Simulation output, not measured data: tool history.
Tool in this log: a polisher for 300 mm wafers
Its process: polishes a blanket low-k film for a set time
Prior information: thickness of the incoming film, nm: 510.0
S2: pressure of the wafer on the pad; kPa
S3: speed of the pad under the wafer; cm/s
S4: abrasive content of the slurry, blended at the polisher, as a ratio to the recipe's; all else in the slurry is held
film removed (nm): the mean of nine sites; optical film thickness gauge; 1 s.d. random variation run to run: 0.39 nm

{"run": 1, "day": 0.0, "flow of slurry (ml/min)": 240, "S2": 17.2, "S3": 122, "S4": 1.0, "polishing time (s)": 48, "film removed (nm)": 24.137}
{"run": 2, "day": 0.308, "flow of slurry (ml/min)": 240, "S2": 18.6, "S3": 122, "S4": 1.0, "polishing time (s)": 48, "film removed (nm)": 25.693}
{"run": 3, "day": 0.521, "flow of slurry (ml/min)": 240, "S2": 20.0, "S3": 122, "S4": 1.0, "polishing time (s)": 48, "film removed (nm)": 27.558}
{"run": 4, "day": 0.675, "flow of slurry (ml/min)": 240, "S2": 21.4, "S3": 122, "S4": 1.0, "polishing time (s)": 48, "film removed (nm)": 29.102}
{"run": 5, "day": 0.829, "flow of slurry (ml/min)": 240, "S2": 21.4, "S3": 122, "S4": 1.0, "polishing time (s)": 44, "film removed (nm)": 27.094}
{"run": 6, "day": 0.983, "flow of slurry (ml/min)": 295, "S2": 21.4, "S3": 122, "S4": 1.0, "polishing time (s)": 44, "film removed (nm)": 26.811}
{"run": 7, "day": 1.158, "flow of slurry (ml/min)": 295, "S2": 22.8, "S3": 122, "S4": 1.0, "polishing time (s)": 44, "film removed (nm)": 28.635}
{"run": 8, "day": 1.442, "flow of slurry (ml/min)": 295, "S2": 23.4, "S3": 122, "S4": 1.0, "polishing time (s)": 44, "film removed (nm)": 29.398}

Estimate the outcome of run 9 from the log above:
{"run": 9, "day": 1.571, "flow of slurry (ml/min)": 295, "S2": 24.1, "S3": 122, "S4": 1.0, "polishing time (s)": 44, "film removed (nm)": "?"}

Run 9 gave film removed (nm) 30.308.
